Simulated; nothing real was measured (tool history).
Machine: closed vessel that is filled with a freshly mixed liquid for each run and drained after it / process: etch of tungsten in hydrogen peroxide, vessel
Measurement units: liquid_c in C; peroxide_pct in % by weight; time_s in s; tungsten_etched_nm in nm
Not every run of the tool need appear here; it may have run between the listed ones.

run,hour,liquid_c,peroxide_pct,time_s,tungsten_etched_nm
1,0,51,20,95,95.115
2,1.7,54,20,95,111.91
3,6.2,54,17.5,95,106.66
4,10.4,57.5,17.5,95,129.6
5,17.5,59,17.5,95,141.34
6,21.7,60,17.5,95,151.8
7,26.4,60.5,17.5,95,155.36

Forecast run 8:
8,35.4,61,17.5,95,?

Run 8 measured tungsten_etched_nm 158.37 nm.

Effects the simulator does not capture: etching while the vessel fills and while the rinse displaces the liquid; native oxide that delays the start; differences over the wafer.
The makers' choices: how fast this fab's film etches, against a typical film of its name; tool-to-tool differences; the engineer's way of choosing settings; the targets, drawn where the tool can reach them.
